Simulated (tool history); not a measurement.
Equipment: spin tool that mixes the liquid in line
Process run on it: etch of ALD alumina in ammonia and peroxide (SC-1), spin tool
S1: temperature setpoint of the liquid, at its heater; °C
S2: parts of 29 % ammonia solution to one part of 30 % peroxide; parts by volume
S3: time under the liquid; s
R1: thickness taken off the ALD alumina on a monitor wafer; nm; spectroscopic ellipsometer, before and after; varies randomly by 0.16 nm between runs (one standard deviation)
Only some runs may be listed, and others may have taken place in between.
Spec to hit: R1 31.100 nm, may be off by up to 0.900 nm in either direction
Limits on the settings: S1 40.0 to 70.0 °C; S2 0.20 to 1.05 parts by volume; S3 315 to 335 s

{"run": 1, "hour": 0.0, "S1": 56.0, "S2": 0.55, "S3": 315, "R1": 39.705}
{"run": 2, "hour": 6.0, "S1": 56.0, "S2": 0.75, "S3": 315, "R1": 40.84}
{"run": 3, "hour": 8.3, "S1": 61.0, "S2": 0.75, "S3": 315, "R1": 52.957}
{"run": 4, "hour": 16.1, "S1": 59.5, "S2": 0.75, "S3": 315, "R1": 48.532}
{"run": 5, "hour": 18.4, "S1": 59.5, "S2": 0.65, "S3": 315, "R1": 48.228}
{"run": 6, "hour": 27.3, "S1": 58.5, "S2": 0.65, "S3": 315, "R1": 45.385}
{"run": 7, "hour": 33.6, "S1": 58.5, "S2": 0.65, "S3": 315, "R1": 45.971}
{"run": 8, "hour": 34.6, "S1": 57.5, "S2": 0.65, "S3": 315, "R1": 43.522}
{"run": 9, "hour": 42.2, "S1": 57.5, "S2": 0.65, "S3": 315, "R1": 43.226}
{"run": 10, "hour": 49.2, "S1": 56.5, "S2": 0.65, "S3": 315, "R1": 41.294}
{"run": 11, "hour": 53.8, "S1": 56.0, "S2": 0.65, "S3": 315, "R1": 40.172}
{"run": 12, "hour": 55.2, "S1": 56.0, "S2": 0.65, "S3": 315, "R1": 40.29}
{"hour": 61.8, "done": "thermometer replaced"}
{"run": 13, "hour": 61.8, "S1": 50.0, "S2": 0.65, "S3": 315, "R1": 27.546}
{"run": 14, "hour": 64.2, "S1": 51.0, "S2": 0.65, "S3": 315, "R1": 29.124}
{"run": 15, "hour": 66.9, "S1": 51.5, "S2": 0.65, "S3": 315, "R1": 29.776}

Which of these 5 next moves meets every target?
{"run": "A", "hour": 69.6, "S1": 52.0, "S2": 0.7, "S3": 335, "R1": "?"}
{"run": "B", "hour": 69.6, "S1": 52.0, "S2": 0.65, "S3": 335, "R1": "?"}
{"run": "C", "hour": 69.6, "S1": 50.5, "S2": 0.7, "S3": 315, "R1": "?"}
{"run": "D", "hour": 69.6, "S1": 49.5, "S2": 0.7, "S3": 330, "R1": "?"}
{"run": "E", "hour": 69.6, "S1": 51.0, "S2": 0.7, "S3": 335, "R1": "?"}

move=A R1=32.706
move=B R1=32.477
move=C R1=28.340
move=D R1=28.101
move=E R1=30.974
A: the result that was furthest off in the last run now lies on the other side of its target
B: the result that was furthest off in the last run now lies on the other side of its target
C: further off than the last run
D: further off than the last run
E: all results in spec
Correct choice: E, which meets every target
